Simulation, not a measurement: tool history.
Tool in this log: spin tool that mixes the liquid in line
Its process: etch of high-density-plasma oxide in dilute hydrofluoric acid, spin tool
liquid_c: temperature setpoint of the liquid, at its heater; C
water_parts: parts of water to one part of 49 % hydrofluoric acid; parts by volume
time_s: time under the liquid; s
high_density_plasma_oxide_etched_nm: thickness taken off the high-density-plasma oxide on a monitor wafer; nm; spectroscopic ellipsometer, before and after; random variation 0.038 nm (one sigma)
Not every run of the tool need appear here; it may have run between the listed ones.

run  hour  liquid_c  water_parts  time_s  high_density_plasma_oxide_etched_nm
  1   0.0      25.0          240     265                               7.9984
  2   5.5      24.0          245     265                               7.3807
  3   9.9      24.0          245     265                               7.5327
  4  14.8      26.0          245     265                               8.0306
  5  16.1      29.5          245     265                               9.0501
  6  16.9      29.5          245     265                               9.0557
     21.8  -- thermometer replaced
  7  21.8      28.0          250     265                               8.8737
  8  30.1      28.0          250     265                               8.8483

What will run 9 give?
  9  37.6      26.5          250     265                                    ?

For run 9 the tool returned high_density_plasma_oxide_etched_nm 8.3834 nm.

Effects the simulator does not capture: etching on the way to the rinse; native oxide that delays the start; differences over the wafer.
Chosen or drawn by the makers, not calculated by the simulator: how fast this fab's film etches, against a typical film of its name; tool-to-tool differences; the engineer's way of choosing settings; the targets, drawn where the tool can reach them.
